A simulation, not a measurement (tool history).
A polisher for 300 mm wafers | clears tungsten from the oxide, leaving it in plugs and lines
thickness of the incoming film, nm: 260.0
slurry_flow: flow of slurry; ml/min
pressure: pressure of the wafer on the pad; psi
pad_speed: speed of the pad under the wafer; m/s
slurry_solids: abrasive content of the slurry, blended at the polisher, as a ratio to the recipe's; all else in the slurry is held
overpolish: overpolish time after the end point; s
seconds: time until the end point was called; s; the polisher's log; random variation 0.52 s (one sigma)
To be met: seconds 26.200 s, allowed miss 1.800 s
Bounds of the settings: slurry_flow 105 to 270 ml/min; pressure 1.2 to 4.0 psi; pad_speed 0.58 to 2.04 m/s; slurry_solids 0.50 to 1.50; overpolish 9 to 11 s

{"run": 1, "hour": 0.0, "slurry_flow": 175, "pressure": 2.6, "pad_speed": 1.3, "slurry_solids": 1.0, "overpolish": 11, "seconds": 51.383}
{"run": 2, "hour": 7.8, "slurry_flow": 175, "pressure": 2.6, "pad_speed": 1.1, "slurry_solids": 1.0, "overpolish": 11, "seconds": 60.671}
{"run": 3, "hour": 11.2, "slurry_flow": 175, "pressure": 2.9, "pad_speed": 1.2, "slurry_solids": 1.0, "overpolish": 11, "seconds": 49.372}
{"run": 4, "hour": 16.1, "slurry_flow": 175, "pressure": 2.4, "pad_speed": 1.2, "slurry_solids": 1.0, "overpolish": 11, "seconds": 57.7}
{"run": 5, "hour": 23.7, "slurry_flow": 175, "pressure": 2.8, "pad_speed": 1.32, "slurry_solids": 1.0, "overpolish": 11, "seconds": 46.15}
{"run": 6, "hour": 29.0, "slurry_flow": 175, "pressure": 2.8, "pad_speed": 1.32, "slurry_solids": 1.0, "overpolish": 11, "seconds": 45.075}
{"run": 7, "hour": 33.4, "slurry_flow": 175, "pressure": 3.1, "pad_speed": 1.36, "slurry_solids": 1.0, "overpolish": 11, "seconds": 41.499}
{"run": 8, "hour": 41.3, "slurry_flow": 175, "pressure": 3.3, "pad_speed": 1.42, "slurry_solids": 1.0, "overpolish": 11, "seconds": 36.704}
{"run": 9, "hour": 46.2, "slurry_flow": 175, "pressure": 3.5, "pad_speed": 1.46, "slurry_solids": 1.0, "overpolish": 11, "seconds": 34.494}
{"run": 10, "hour": 47.0, "slurry_flow": 175, "pressure": 3.6, "pad_speed": 1.5, "slurry_solids": 1.0, "overpolish": 11, "seconds": 32.199}
{"run": 11, "hour": 48.2, "slurry_flow": 175, "pressure": 3.7, "pad_speed": 1.54, "slurry_solids": 1.0, "overpolish": 11, "seconds": 31.182}
{"run": 12, "hour": 49.3, "slurry_flow": 175, "pressure": 3.8, "pad_speed": 1.58, "slurry_solids": 1.0, "overpolish": 11, "seconds": 28.96}
{"run": 13, "hour": 56.8, "slurry_flow": 175, "pressure": 3.8, "pad_speed": 1.6, "slurry_solids": 1.0, "overpolish": 11, "seconds": 28.264}

Which of these 4 next moves meets every target?
{"run": "A", "hour": 64.3, "slurry_flow": 180, "pressure": 3.2, "pad_speed": 1.76, "slurry_solids": 0.9, "overpolish": 11, "seconds": "?"}
{"run": "B", "hour": 64.3, "slurry_flow": 165, "pressure": 3.3, "pad_speed": 1.76, "slurry_solids": 1.1, "overpolish": 11, "seconds": "?"}
{"run": "C", "hour": 64.3, "slurry_flow": 185, "pressure": 3.5, "pad_speed": 1.66, "slurry_solids": 0.85, "overpolish": 9, "seconds": "?"}
{"run": "D", "hour": 64.3, "slurry_flow": 185, "pressure": 3.5, "pad_speed": 1.72, "slurry_solids": 1.25, "overpolish": 9, "seconds": "?"}

move=A seconds=32.310
move=B seconds=30.007
move=C seconds=31.695
move=D seconds=27.471
A: further off than the last run
B: further off than the last run
C: further off than the last run
D: meets every target
Answer: D
